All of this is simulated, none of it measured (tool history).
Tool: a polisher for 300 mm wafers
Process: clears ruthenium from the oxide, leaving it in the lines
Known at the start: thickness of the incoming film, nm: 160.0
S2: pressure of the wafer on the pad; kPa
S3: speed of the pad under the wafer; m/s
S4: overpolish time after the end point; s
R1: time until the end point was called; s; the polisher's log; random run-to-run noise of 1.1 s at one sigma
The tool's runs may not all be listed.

Run 1, hour 0: flow of slurry (ml/min) 195, S2 17.2 kPa, S3 0.82 m/s, S4 33 s. Result: R1 145.96 s.
Run 2, hour 7.4: flow of slurry (ml/min) 195, S2 17.9 kPa, S3 0.82 m/s, S4 33 s. Result: R1 144.47 s.
Run 3, hour 12.2: flow of slurry (ml/min) 150, S2 17.9 kPa, S3 0.82 m/s, S4 33 s. Result: R1 152.41 s.
Run 4, hour 13.6: flow of slurry (ml/min) 160, S2 18.6 kPa, S3 0.82 m/s, S4 33 s. Result: R1 147.67 s.
Run 5, hour 16: flow of slurry (ml/min) 160, S2 18.6 kPa, S3 0.82 m/s, S4 33 s. Result: R1 146.72 s.
Run 6, hour 19.7: flow of slurry (ml/min) 170, S2 19.3 kPa, S3 0.82 m/s, S4 33 s. Result: R1 137.57 s.
Run 7, hour 22.6: flow of slurry (ml/min) 180, S2 19.3 kPa, S3 0.82 m/s, S4 33 s. Result: R1 138.74 s.

Run 8 comes next. What will it give?
Run 8, hour 23.6: flow of slurry (ml/min) 185, S2 20 kPa, S3 0.82 m/s, S4 33 s. Result: R1 ?.

{"run 8": {"R1": 133.04}}
